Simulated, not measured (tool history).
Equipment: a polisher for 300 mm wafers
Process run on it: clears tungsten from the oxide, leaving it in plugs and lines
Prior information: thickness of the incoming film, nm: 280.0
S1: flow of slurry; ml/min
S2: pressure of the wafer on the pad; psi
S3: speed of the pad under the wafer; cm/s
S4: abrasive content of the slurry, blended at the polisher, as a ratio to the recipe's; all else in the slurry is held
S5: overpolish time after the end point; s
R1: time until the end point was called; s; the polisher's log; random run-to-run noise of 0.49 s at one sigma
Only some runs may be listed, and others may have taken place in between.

Run 1, hour 0: S1 220 ml/min, S2 3.8 psi, S3 106 cm/s, S4 1, S5 8 s. Result: R1 56.441 s.
Run 2, hour 4.3: S1 220 ml/min, S2 3.8 psi, S3 116 cm/s, S4 1, S5 8 s. Result: R1 52.428 s.
Run 3, hour 11.1: S1 220 ml/min, S2 3.8 psi, S3 116 cm/s, S4 0.9, S5 8 s. Result: R1 53.766 s.
Run 4, hour 18.8: S1 220 ml/min, S2 4.1 psi, S3 116 cm/s, S4 0.9, S5 8 s. Result: R1 50.185 s.
Run 5, hour 27.8: S1 220 ml/min, S2 4.3 psi, S3 116 cm/s, S4 0.9, S5 8 s. Result: R1 49.344 s.
Run 6, hour 29.5: S1 220 ml/min, S2 4.3 psi, S3 116 cm/s, S4 1.05, S5 8 s. Result: R1 47.226 s.
Run 7, hour 34.7: S1 220 ml/min, S2 4.5 psi, S3 116 cm/s, S4 1.05, S5 8 s. Result: R1 45.046 s.
Run 8, hour 40.2: S1 220 ml/min, S2 4.6 psi, S3 116 cm/s, S4 1.05, S5 8 s. Result: R1 43.845 s.
Run 9, hour 43.7: S1 220 ml/min, S2 4.6 psi, S3 116 cm/s, S4 1.05, S5 8 s. Result: R1 44.418 s.
Run 10, hour 50.6: S1 220 ml/min, S2 4.7 psi, S3 116 cm/s, S4 1.05, S5 8 s. Result: R1 43.269 s.

Run 11 has not been measured yet. What should we expect?
Run 11, hour 54.6: S1 220 ml/min, S2 4.8 psi, S3 116 cm/s, S4 1.05, S5 8 s. Result: R1 ?.

{"run 11": {"R1": 42.597}}
